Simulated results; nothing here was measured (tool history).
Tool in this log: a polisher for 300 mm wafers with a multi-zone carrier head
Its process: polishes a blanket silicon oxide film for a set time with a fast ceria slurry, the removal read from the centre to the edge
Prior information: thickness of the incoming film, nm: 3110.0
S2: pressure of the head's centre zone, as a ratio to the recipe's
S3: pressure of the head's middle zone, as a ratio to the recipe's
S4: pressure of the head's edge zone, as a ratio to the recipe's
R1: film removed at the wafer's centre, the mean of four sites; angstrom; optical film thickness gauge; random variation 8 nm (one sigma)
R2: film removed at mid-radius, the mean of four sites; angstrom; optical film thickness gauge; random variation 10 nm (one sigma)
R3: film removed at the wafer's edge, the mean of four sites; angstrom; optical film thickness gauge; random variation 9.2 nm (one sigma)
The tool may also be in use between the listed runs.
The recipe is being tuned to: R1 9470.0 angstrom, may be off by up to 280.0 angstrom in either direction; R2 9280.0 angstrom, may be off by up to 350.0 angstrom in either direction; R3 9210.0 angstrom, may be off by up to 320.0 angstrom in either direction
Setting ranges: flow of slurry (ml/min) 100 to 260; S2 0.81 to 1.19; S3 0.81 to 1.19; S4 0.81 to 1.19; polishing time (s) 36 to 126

Run 1, hour 0.0: flow of slurry (ml/min) 165, S2 1.00, S3 1.00, S4 1.00, polishing time (s) 81. Result: R1 10381.0 angstrom, R2 10848.0 angstrom, R3 10466.0 angstrom.
Run 2, hour 5.5: flow of slurry (ml/min) 165, S2 1.00, S3 1.03, S4 1.00, polishing time (s) 81. Result: R1 10391.0 angstrom, R2 11146.0 angstrom, R3 10738.0 angstrom.
Run 3, hour 6.6: flow of slurry (ml/min) 165, S2 1.00, S3 1.03, S4 1.08, polishing time (s) 81. Result: R1 10471.0 angstrom, R2 10899.0 angstrom, R3 10892.0 angstrom.
Run 4, hour 13.0: flow of slurry (ml/min) 165, S2 1.00, S3 0.99, S4 1.08, polishing time (s) 81. Result: R1 10468.0 angstrom, R2 10625.0 angstrom, R3 10824.0 angstrom.
Run 5, hour 13.9: flow of slurry (ml/min) 155, S2 1.00, S3 0.96, S4 1.03, polishing time (s) 79. Result: R1 10076.0 angstrom, R2 9918.7 angstrom, R3 10348.0 angstrom.
Run 6, hour 20.7: flow of slurry (ml/min) 155, S2 1.00, S3 0.96, S4 1.09, polishing time (s) 79. Result: R1 10191.0 angstrom, R2 10019.0 angstrom, R3 10649.0 angstrom.
Run 7, hour 29.3: flow of slurry (ml/min) 155, S2 1.01, S3 0.95, S4 1.03, polishing time (s) 77. Result: R1 9843.0 angstrom, R2 9715.8 angstrom, R3 10118.0 angstrom.
Run 8, hour 37.6: flow of slurry (ml/min) 150, S2 1.02, S3 0.95, S4 0.99, polishing time (s) 76. Result: R1 9815.3 angstrom, R2 9625.0 angstrom, R3 9883.2 angstrom.

Consider the 4 candidate settings below. Which is the only one whose results all fall within their allowed miss of target?
Run A, hour 45.9: flow of slurry (ml/min) 140, S2 0.99, S3 0.84, S4 1.04, polishing time (s) 85. Result: R1 ?, R2 ?, R3 ?.
Run B, hour 45.9: flow of slurry (ml/min) 145, S2 1.02, S3 0.87, S4 1.04, polishing time (s) 76. Result: R1 ?, R2 ?, R3 ?.
Run C, hour 45.9: flow of slurry (ml/min) 165, S2 1.01, S3 0.88, S4 0.99, polishing time (s) 79. Result: R1 ?, R2 ?, R3 ?.
Run D, hour 45.9: flow of slurry (ml/min) 170, S2 1.05, S3 0.99, S4 0.98, polishing time (s) 71. Result: R1 ?, R2 ?, R3 ?.

move       R1      R2       R3
   A  10548.0  9456.7  11053.0
   B   9677.9  8746.6   9914.6
   C  10200.0  9345.9  10301.0
   D   9457.7  9303.4   9246.3
A: moves away from the targets compared with the last run
B: neither nearer nor further off than the last run
C: moves away from the targets compared with the last run
D: every result within its allowed miss
Answer: D

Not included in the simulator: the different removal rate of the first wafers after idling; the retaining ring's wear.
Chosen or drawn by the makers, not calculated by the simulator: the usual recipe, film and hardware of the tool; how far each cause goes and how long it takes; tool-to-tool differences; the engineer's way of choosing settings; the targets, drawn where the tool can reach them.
